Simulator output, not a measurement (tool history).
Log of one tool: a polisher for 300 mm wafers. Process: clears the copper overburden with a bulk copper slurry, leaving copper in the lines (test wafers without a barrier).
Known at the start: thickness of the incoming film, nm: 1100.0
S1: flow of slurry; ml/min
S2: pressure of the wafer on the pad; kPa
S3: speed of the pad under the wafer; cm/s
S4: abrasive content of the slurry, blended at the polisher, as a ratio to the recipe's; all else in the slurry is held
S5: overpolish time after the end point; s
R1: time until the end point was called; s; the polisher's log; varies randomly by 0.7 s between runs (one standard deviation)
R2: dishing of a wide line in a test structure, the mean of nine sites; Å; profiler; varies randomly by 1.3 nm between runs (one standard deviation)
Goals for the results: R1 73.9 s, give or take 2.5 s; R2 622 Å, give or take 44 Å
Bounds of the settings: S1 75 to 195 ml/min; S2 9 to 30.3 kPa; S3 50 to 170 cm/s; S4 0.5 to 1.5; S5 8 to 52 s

run    day   S1    S2   S3    S4  S5      R1      R2
  1      0  125  19.3  110     1  26  122.95  588.41
  2    0.3  105  19.3  110     1  26   128.8   588.1
  3  0.646  105  19.3  110  0.85  26  133.16  580.85
  4  1.012  120  22.1  110  0.85  23  113.84   605.4
  5    1.2  120  22.1   98  0.85  23  128.07   580.1
  6  1.446  130  24.8  100  0.85  19  111.75  597.15
  7  1.721  130  30.3  124   0.9   8  72.553  511.45
  8  1.829  120  29.6  122   0.9  21   77.48  614.86

5 next moves are on the table. One of them brings every result within its allowed miss. Which?
  A  1.938  125  27.6  154  0.85  27   ?   ?
  B  1.938  120  28.3  120  0.95  24   ?   ?
  C  1.938  110  30.3  128  0.85  17   ?   ?
  D  1.938   80  30.3  134   1.3  26   ?   ?
  E  1.938  115  30.3  134  0.85   8   ?   ?

move      R1      R2
   A  67.483  645.67
   B   82.73  641.42
   C  75.506  633.03
   D  70.984  651.57
   E   71.56  535.49
A: takes the biggest miss from the last run beyond its target
B: moves away from the targets compared with the last run
C: every result within its allowed miss
D: takes the biggest miss from the last run beyond its target
E: brings the last run's worst result on target, with another outside its allowed miss
Move C is the one to make.
